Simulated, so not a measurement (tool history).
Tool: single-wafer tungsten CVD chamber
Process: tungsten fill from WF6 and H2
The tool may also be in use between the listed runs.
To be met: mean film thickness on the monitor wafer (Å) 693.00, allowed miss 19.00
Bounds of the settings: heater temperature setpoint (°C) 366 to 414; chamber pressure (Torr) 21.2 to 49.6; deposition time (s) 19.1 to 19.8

run,day,heater temperature setpoint (°C),chamber pressure (Torr),deposition time (s),mean film thickness on the monitor wafer (Å)
1,0.000,390,35.4,19.1,490.56
2,0.042,392,35.5,19.1,506.51
3,0.404,394,35.6,19.1,529.45
4,0.671,394,32.5,19.1,495.63
5,0.721,404,32.5,19.1,583.18
6,1.071,405,32.6,19.1,594.35
7,1.133,406,32.7,19.1,608.38
8,1.196,407,32.8,19.1,613.47
9,1.425,408,32.9,19.1,625.14
10,1.738,409,33.0,19.1,636.94
11,1.938,410,33.1,19.1,652.89
12,1.975,412,33.2,19.1,671.98

5 next moves are on the table. One of them brings every result within its allowed miss. Which?
A,2.012,408,35.2,19.1,?
B,2.012,413,30.6,19.1,?
C,2.012,399,41.4,19.8,?
D,2.012,411,35.7,19.1,?
E,2.012,414,28.0,19.8,?

move,mean film thickness on the monitor wafer (Å)
A,654.09
B,644.12
C,649.81
D,691.17
E,636.95
A: further off than the last run
B: further off than the last run
C: further off than the last run
D: meets every target
E: further off than the last run
Answer: D
